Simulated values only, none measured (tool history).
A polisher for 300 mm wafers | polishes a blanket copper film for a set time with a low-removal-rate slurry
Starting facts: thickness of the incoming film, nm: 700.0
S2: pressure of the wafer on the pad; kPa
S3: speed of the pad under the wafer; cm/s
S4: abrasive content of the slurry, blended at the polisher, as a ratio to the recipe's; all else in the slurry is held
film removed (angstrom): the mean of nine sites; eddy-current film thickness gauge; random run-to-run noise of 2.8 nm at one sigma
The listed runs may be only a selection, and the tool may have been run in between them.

Run 1, day 0.000: flow of slurry (ml/min) 170, S2 20.0 kPa, S3 142 cm/s, S4 1.00, polishing time (s) 62. Result: film removed (angstrom) 3214.9.
Run 2, day 0.221: flow of slurry (ml/min) 170, S2 20.0 kPa, S3 142 cm/s, S4 0.80, polishing time (s) 62. Result: film removed (angstrom) 3160.2.
Run 3, day 0.292: flow of slurry (ml/min) 175, S2 20.0 kPa, S3 142 cm/s, S4 0.80, polishing time (s) 62. Result: film removed (angstrom) 3174.4.
Run 4, day 0.312: flow of slurry (ml/min) 175, S2 20.0 kPa, S3 142 cm/s, S4 0.60, polishing time (s) 62. Result: film removed (angstrom) 3017.3.
Run 5, day 0.517: flow of slurry (ml/min) 175, S2 20.0 kPa, S3 142 cm/s, S4 0.75, polishing time (s) 62. Result: film removed (angstrom) 3117.6.
Run 6, day 0.671: flow of slurry (ml/min) 180, S2 20.0 kPa, S3 142 cm/s, S4 0.75, polishing time (s) 62. Result: film removed (angstrom) 3164.3.
Run 7, day 0.833: flow of slurry (ml/min) 185, S2 20.0 kPa, S3 142 cm/s, S4 0.75, polishing time (s) 62. Result: film removed (angstrom) 3098.1.

Forecast run 8:
At day 0.979: head pressure recalibrated.
Run 8, day 0.979: flow of slurry (ml/min) 185, S2 20.7 kPa, S3 142 cm/s, S4 0.75, polishing time (s) 62. Result: film removed (angstrom) ?.

{"run 8": {"film removed (angstrom)": 3008.1}}
